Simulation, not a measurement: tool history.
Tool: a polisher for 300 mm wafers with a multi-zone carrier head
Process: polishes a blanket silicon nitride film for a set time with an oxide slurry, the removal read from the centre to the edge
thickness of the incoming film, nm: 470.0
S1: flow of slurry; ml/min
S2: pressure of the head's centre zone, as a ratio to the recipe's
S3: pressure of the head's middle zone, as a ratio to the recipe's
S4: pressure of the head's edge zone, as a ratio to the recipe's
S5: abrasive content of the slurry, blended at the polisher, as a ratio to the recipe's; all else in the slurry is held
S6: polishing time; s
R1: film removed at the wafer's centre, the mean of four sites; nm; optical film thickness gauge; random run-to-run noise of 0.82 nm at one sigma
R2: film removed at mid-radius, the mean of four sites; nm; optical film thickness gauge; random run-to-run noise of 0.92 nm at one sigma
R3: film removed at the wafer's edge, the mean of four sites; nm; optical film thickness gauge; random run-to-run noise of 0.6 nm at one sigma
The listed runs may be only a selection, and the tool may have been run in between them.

run	hour	S1	S2	S3	S4	S5	S6	R1	R2	R3
1	0.0	320	1.00	1.00	1.00	1.00	90	52.499	51.981	51.852
2	7.3	395	1.00	1.00	1.00	1.00	90	54.215	53.033	52.705
3	16.0	395	1.00	1.00	1.00	0.85	90	48.726	48.586	47.974
4	18.7	395	1.00	1.00	1.00	0.85	106	58.031	56.606	56.767
5	23.2	395	1.07	1.00	1.00	0.85	106	61.835	58.003	57.478
6	27.4	395	1.07	1.00	1.00	0.75	106	57.921	52.531	52.620
7	31.8	400	1.08	1.00	1.00	0.80	106	60.884	55.461	54.608
8	36.1	400	1.09	1.00	1.01	0.85	106	63.654	56.979	57.097

Expected results for the next run?
9	44.3	400	1.10	1.01	1.02	0.90	106	?	?	?

R1: 65.163 nm
R2: 59.226 nm
R3: 59.717 nm
